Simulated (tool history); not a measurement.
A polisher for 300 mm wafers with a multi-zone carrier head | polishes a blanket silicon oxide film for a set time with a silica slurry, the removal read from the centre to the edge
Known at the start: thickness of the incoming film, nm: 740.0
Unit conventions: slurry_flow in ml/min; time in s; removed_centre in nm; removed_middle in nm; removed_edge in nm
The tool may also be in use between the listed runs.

| run | hour | slurry_flow | centre_zone | middle_zone | edge_zone | slurry_solids | time | removed_centre | removed_middle | removed_edge |
|---|---|---|---|---|---|---|---|---|---|---|
| 1 | 0 | 170 | 1 | 1 | 1 | 1 | 75 | 201.51 | 206.25 | 204.7 |
| 2 | 4.4 | 170 | 1 | 1 | 1 | 1.1 | 75 | 213.78 | 219.85 | 216.25 |
| 3 | 6.9 | 170 | 1 | 1 | 1 | 1.1 | 93 | 263.73 | 273.76 | 269.07 |
| 4 | 9.3 | 165 | 1.01 | 0.98 | 0.99 | 1.1 | 93 | 269.58 | 261.09 | 264.58 |
| 5 | 16.4 | 165 | 1.01 | 0.98 | 1.06 | 1.1 | 93 | 268.76 | 267.14 | 273.65 |
| 6 | 19.2 | 165 | 1.01 | 0.91 | 1.06 | 1.1 | 93 | 266.35 | 256.15 | 274.16 |

Run 7 comes next. What will it give?
| 7 | 25.9 | 160 | 1.02 | 0.92 | 1.04 | 1.1 | 93 | ? | ? | ? |

removed_centre: 271.54 nm
removed_middle: 261.02 nm
removed_edge: 271.27 nm
